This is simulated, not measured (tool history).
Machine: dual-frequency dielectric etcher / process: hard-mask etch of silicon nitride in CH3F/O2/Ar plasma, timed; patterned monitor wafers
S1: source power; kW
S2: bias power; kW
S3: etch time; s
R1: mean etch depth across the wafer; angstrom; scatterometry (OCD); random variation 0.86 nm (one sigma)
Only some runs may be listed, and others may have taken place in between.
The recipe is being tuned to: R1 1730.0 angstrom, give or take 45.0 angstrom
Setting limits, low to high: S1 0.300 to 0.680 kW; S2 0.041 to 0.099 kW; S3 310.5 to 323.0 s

| run | hour | S1 | S2 | S3 | R1 |
|---|---|---|---|---|---|
| 1 | 0.0 | 0.490 | 0.070 | 310.5 | 2075.5 |
| 2 | 2.4 | 0.490 | 0.064 | 310.5 | 2002.9 |
| 3 | 8.7 | 0.470 | 0.063 | 310.5 | 1961.5 |
| 4 | 10.8 | 0.440 | 0.063 | 310.5 | 1893.3 |
| 5 | 19.8 | 0.440 | 0.063 | 310.5 | 1894.5 |
| 6 | 20.6 | 0.440 | 0.063 | 323.0 | 1959.2 |
| 7 | 24.3 | 0.420 | 0.062 | 323.0 | 1921.7 |
| 8 | 32.7 | 0.410 | 0.062 | 323.0 | 1881.7 |
| 9 | 33.3 | 0.400 | 0.062 | 323.0 | 1853.4 |
| 10 | 36.6 | 0.390 | 0.062 | 323.0 | 1822.9 |
| 11 | 43.6 | 0.380 | 0.062 | 323.0 | 1815.0 |
| 12 | 47.7 | 0.370 | 0.062 | 323.0 | 1782.0 |

Exactly one of the 5 candidate moves below puts every result within its allowed miss. Which one?
| A | 51.8 | 0.360 | 0.066 | 313.5 | ? |
| B | 51.8 | 0.380 | 0.064 | 321.0 | ? |
| C | 51.8 | 0.420 | 0.059 | 319.5 | ? |
| D | 51.8 | 0.400 | 0.061 | 319.0 | ? |
| E | 51.8 | 0.410 | 0.060 | 317.0 | ? |

| move | R1 |
|---|---|
| A | 1744.0 |
| B | 1820.4 |
| C | 1861.7 |
| D | 1830.9 |
| E | 1833.7 |
A: every result lands within tolerance
B: moves away from the targets compared with the last run
C: moves away from the targets compared with the last run
D: moves away from the targets compared with the last run
E: moves away from the targets compared with the last run
A is the move that brings every result within its allowed miss.
